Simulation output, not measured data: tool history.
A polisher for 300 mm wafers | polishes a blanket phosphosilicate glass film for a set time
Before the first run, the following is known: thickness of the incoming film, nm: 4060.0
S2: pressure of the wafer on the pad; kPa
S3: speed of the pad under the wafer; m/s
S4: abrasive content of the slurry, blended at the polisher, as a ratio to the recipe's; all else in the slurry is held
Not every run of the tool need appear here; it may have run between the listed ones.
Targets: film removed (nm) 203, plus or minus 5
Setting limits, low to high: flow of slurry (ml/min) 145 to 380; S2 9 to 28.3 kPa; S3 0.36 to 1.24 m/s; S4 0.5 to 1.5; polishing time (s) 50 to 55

run 1 hour=0 | flow_of_slurry_(ml/min)=245 S2=18.6 S3=0.8 S4=1 polishing_time_(s)=55 | film_removed_(nm)=306.48
run 2 hour=6.8 | flow_of_slurry_(ml/min)=245 S2=17.9 S3=0.8 S4=1 polishing_time_(s)=55 | film_removed_(nm)=295.01
run 3 hour=15.3 | flow_of_slurry_(ml/min)=245 S2=17.2 S3=0.8 S4=1 polishing_time_(s)=55 | film_removed_(nm)=283.81
run 4 hour=19.5 | flow_of_slurry_(ml/min)=245 S2=16.5 S3=0.8 S4=1 polishing_time_(s)=55 | film_removed_(nm)=271.93
run 5 hour=28.4 | flow_of_slurry_(ml/min)=245 S2=15.9 S3=0.8 S4=1 polishing_time_(s)=55 | film_removed_(nm)=257.71
run 6 hour=35.6 | flow_of_slurry_(ml/min)=190 S2=15.9 S3=0.8 S4=1 polishing_time_(s)=55 | film_removed_(nm)=250.37
run 7 hour=38.6 | flow_of_slurry_(ml/min)=185 S2=15.2 S3=0.8 S4=1 polishing_time_(s)=55 | film_removed_(nm)=241.33
run 8 hour=39.7 | flow_of_slurry_(ml/min)=180 S2=11.7 S3=0.8 S4=1 polishing_time_(s)=55 | film_removed_(nm)=185.8
run 9 hour=43.4 | flow_of_slurry_(ml/min)=185 S2=11.7 S3=0.8 S4=1 polishing_time_(s)=55 | film_removed_(nm)=188.58
run 10 hour=51.9 | flow_of_slurry_(ml/min)=190 S2=11.7 S3=0.8 S4=1 polishing_time_(s)=55 | film_removed_(nm)=186.26
run 11 hour=57.3 | flow_of_slurry_(ml/min)=190 S2=13.8 S3=0.8 S4=1 polishing_time_(s)=55 | film_removed_(nm)=220.97
run 12 hour=62.6 | flow_of_slurry_(ml/min)=190 S2=13.1 S3=0.8 S4=1 polishing_time_(s)=55 | film_removed_(nm)=210.31

Exactly one of the 4 candidate moves below puts every result within its allowed miss. Which one?
run A hour=67.9 | flow_of_slurry_(ml/min)=180 S2=13.1 S3=0.82 S4=1.1 polishing_time_(s)=53 | film_removed_(nm)=?
run B hour=67.9 | flow_of_slurry_(ml/min)=145 S2=14.5 S3=0.98 S4=0.75 polishing_time_(s)=51 | film_removed_(nm)=?
run C hour=67.9 | flow_of_slurry_(ml/min)=260 S2=13.8 S3=0.82 S4=1 polishing_time_(s)=53 | film_removed_(nm)=?
run D hour=67.9 | flow_of_slurry_(ml/min)=200 S2=13.1 S3=0.84 S4=1.05 polishing_time_(s)=54 | film_removed_(nm)=?

move=A film_removed_(nm)=214.48
move=B film_removed_(nm)=202.83
move=C film_removed_(nm)=226.7
move=D film_removed_(nm)=221.27
A: moves away from the targets compared with the last run
B: meets every target
C: moves away from the targets compared with the last run
D: moves away from the targets compared with the last run
Correct choice: B, which meets every target

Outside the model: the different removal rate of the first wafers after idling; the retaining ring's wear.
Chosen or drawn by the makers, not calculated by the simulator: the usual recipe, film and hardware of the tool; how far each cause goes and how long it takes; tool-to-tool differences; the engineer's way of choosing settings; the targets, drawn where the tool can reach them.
